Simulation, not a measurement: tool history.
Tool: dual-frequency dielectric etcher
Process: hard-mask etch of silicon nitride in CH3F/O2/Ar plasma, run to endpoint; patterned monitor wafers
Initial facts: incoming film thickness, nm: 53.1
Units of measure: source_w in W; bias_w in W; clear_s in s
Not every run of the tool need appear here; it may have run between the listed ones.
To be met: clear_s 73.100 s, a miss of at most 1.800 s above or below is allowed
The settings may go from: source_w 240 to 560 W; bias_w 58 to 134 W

run 1 day=0.000 | source_w=400 bias_w=96 | clear_s=62.256
run 2 day=0.350 | source_w=350 bias_w=96 | clear_s=65.934
run 3 day=0.662 | source_w=350 bias_w=106 | clear_s=64.221
run 4 day=0.692 | source_w=330 bias_w=105 | clear_s=65.056
run 5 day=0.904 | source_w=370 bias_w=105 | clear_s=62.387
run 6 day=0.954 | source_w=370 bias_w=90 | clear_s=65.626
run 7 day=1.088 | source_w=360 bias_w=89 | clear_s=66.004
run 8 day=1.408 | source_w=350 bias_w=88 | clear_s=67.301
run 9 day=1.471 | source_w=340 bias_w=87 | clear_s=68.507
run 10 day=1.717 | source_w=330 bias_w=86 | clear_s=69.170
run 11 day=1.850 | source_w=320 bias_w=85 | clear_s=70.669

4 candidate next runs follow, results not yet known. Just one meets every target within its allowed miss. Identify it.
run A day=1.983 | source_w=360 bias_w=88 | clear_s=?
run B day=1.983 | source_w=270 bias_w=73 | clear_s=?
run C day=1.983 | source_w=310 bias_w=74 | clear_s=?
run D day=1.983 | source_w=340 bias_w=88 | clear_s=?

move=A clear_s=66.424
move=B clear_s=78.149
move=C clear_s=73.673
move=D clear_s=67.945
A: moves away from the targets compared with the last run
B: pushes the last run's worst result past its target
C: hits every target within its allowed miss
D: moves away from the targets compared with the last run
Go with C: it meets all targets.
